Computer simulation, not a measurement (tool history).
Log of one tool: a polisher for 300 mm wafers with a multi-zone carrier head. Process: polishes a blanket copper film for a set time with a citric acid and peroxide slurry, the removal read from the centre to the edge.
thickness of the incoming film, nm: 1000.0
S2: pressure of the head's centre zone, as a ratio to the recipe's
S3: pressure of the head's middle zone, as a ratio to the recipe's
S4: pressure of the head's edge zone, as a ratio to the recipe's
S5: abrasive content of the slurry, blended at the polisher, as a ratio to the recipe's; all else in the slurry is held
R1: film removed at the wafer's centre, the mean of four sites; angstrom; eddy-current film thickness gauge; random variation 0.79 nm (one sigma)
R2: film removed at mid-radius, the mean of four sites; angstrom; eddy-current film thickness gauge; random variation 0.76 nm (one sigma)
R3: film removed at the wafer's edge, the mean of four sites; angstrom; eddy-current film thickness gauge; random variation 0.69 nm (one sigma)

run 1 day=0 | flow_of_slurry_(ml/min)=125 S2=1 S3=1 S4=1 S5=1 polishing_time_(s)=41 | R1=820.04 R2=823.31 R3=829.59
run 2 day=0.146 | flow_of_slurry_(ml/min)=120 S2=1 S3=0.99 S4=0.99 S5=0.95 polishing_time_(s)=41 | R1=815.74 R2=776.41 R3=820.92
run 3 day=0.504 | flow_of_slurry_(ml/min)=120 S2=1 S3=0.99 S4=0.98 S5=0.95 polishing_time_(s)=41 | R1=793.32 R2=796.52 R3=818.33
run 4 day=0.821 | flow_of_slurry_(ml/min)=120 S2=1 S3=0.99 S4=0.98 S5=1.1 polishing_time_(s)=41 | R1=835.15 R2=807.03 R3=852.14
run 5 day=0.917 | flow_of_slurry_(ml/min)=120 S2=1 S3=0.98 S4=0.97 S5=1.05 polishing_time_(s)=41 | R1=816.81 R2=805.32 R3=841.77
run 6 day=1.279 | flow_of_slurry_(ml/min)=120 S2=1.01 S3=0.97 S4=0.97 S5=1 polishing_time_(s)=41 | R1=832.23 R2=776.88 R3=822.69
run 7 day=1.475 | flow_of_slurry_(ml/min)=115 S2=1.01 S3=0.97 S4=0.96 S5=0.95 polishing_time_(s)=41 | R1=818.82 R2=779.84 R3=803.94
run 8 day=1.525 | flow_of_slurry_(ml/min)=115 S2=1.01 S3=0.96 S4=0.96 S5=0.9 polishing_time_(s)=41 | R1=788.45 R2=770.08 R3=777.37
run 9 day=1.729 | flow_of_slurry_(ml/min)=85 S2=1.04 S3=0.86 S4=0.93 S5=0.85 polishing_time_(s)=40 | R1=692.05 R2=601.63 R3=707.8

Run 10 comes next. What will it give?
run 10 day=2.029 | flow_of_slurry_(ml/min)=85 S2=1.04 S3=0.86 S4=0.93 S5=0.85 polishing_time_(s)=40 | R1=? R2=? R3=?

Run 10 gave R1 710.18 angstrom, R2 607.59 angstrom, R3 710.29 angstrom.
